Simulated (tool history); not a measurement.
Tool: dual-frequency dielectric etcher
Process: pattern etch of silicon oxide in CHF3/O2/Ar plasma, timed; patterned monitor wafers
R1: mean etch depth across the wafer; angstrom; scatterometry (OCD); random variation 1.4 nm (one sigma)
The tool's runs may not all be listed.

run 1 day=0.000 | source_power_(kW)=0.730 bias_power_(kW)=0.148 etch_time_(s)=355.0 | R1=6666.6
run 2 day=0.079 | source_power_(kW)=0.730 bias_power_(kW)=0.165 etch_time_(s)=355.0 | R1=6890.9
run 3 day=0.221 | source_power_(kW)=0.730 bias_power_(kW)=0.165 etch_time_(s)=355.0 | R1=6827.4
run 4 day=0.258 | source_power_(kW)=0.700 bias_power_(kW)=0.157 etch_time_(s)=351.5 | R1=6518.4
run 5 day=0.367 | source_power_(kW)=0.700 bias_power_(kW)=0.157 etch_time_(s)=325.0 | R1=6032.5
run 6 day=0.571 | source_power_(kW)=0.700 bias_power_(kW)=0.139 etch_time_(s)=325.0 | R1=5859.9
run 7 day=0.704 | source_power_(kW)=0.680 bias_power_(kW)=0.139 etch_time_(s)=325.0 | R1=5739.1
run 8 day=0.904 | source_power_(kW)=0.660 bias_power_(kW)=0.139 etch_time_(s)=325.0 | R1=5662.9
run 9 day=1.262 | source_power_(kW)=0.640 bias_power_(kW)=0.139 etch_time_(s)=325.0 | R1=5537.2
run 10 day=1.633 | source_power_(kW)=0.630 bias_power_(kW)=0.139 etch_time_(s)=325.0 | R1=5492.2
run 11 day=1.867 | source_power_(kW)=0.620 bias_power_(kW)=0.139 etch_time_(s)=325.0 | R1=5430.2
run 12 day=1.971 | source_power_(kW)=0.610 bias_power_(kW)=0.139 etch_time_(s)=325.0 | R1=5381.6

Forecast run 13:
run 13 day=2.096 | source_power_(kW)=0.600 bias_power_(kW)=0.139 etch_time_(s)=325.0 | R1=?

R1: 5311.0 angstrom

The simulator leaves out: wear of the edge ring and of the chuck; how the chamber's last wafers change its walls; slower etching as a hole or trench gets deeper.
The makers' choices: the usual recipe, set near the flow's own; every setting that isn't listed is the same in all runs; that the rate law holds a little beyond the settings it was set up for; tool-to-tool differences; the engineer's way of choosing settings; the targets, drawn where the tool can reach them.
